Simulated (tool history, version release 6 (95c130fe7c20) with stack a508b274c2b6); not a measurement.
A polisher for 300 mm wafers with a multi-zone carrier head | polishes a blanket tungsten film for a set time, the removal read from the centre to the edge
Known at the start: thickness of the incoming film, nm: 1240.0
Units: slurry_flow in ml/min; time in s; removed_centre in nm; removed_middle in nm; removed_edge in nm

| run | hour | slurry_flow | centre_zone | middle_zone | edge_zone | slurry_solids | time | removed_centre | removed_middle | removed_edge |
|---|---|---|---|---|---|---|---|---|---|---|
| 1 | 0.0 | 135 | 1.00 | 1.00 | 1.00 | 1.00 | 49 | 223.57 | 211.31 | 223.90 |
| 2 | 2.1 | 130 | 0.99 | 0.99 | 0.98 | 0.90 | 44 | 190.83 | 186.87 | 189.24 |
| 3 | 8.8 | 130 | 0.99 | 0.99 | 0.92 | 0.90 | 44 | 192.57 | 189.17 | 185.48 |
| 4 | 14.6 | 130 | 0.99 | 0.93 | 0.92 | 0.90 | 44 | 194.50 | 177.95 | 184.04 |
| 5 | 21.8 | 155 | 0.99 | 0.93 | 0.92 | 0.90 | 44 | 197.38 | 183.85 | 191.76 |
| 6 | 25.5 | 155 | 0.99 | 0.93 | 0.84 | 0.90 | 44 | 201.23 | 185.62 | 181.40 |
| 7 | 27.7 | 120 | 0.89 | 0.85 | 0.81 | 0.65 | 30 | 108.62 | 102.91 | 109.74 |

Forecast run 8:
| 8 | 33.2 | 120 | 0.89 | 0.85 | 0.81 | 0.65 | 30 | ? | ? | ? |

Run 8 gave removed_centre 107.44 nm, removed_middle 105.89 nm, removed_edge 109.21 nm.
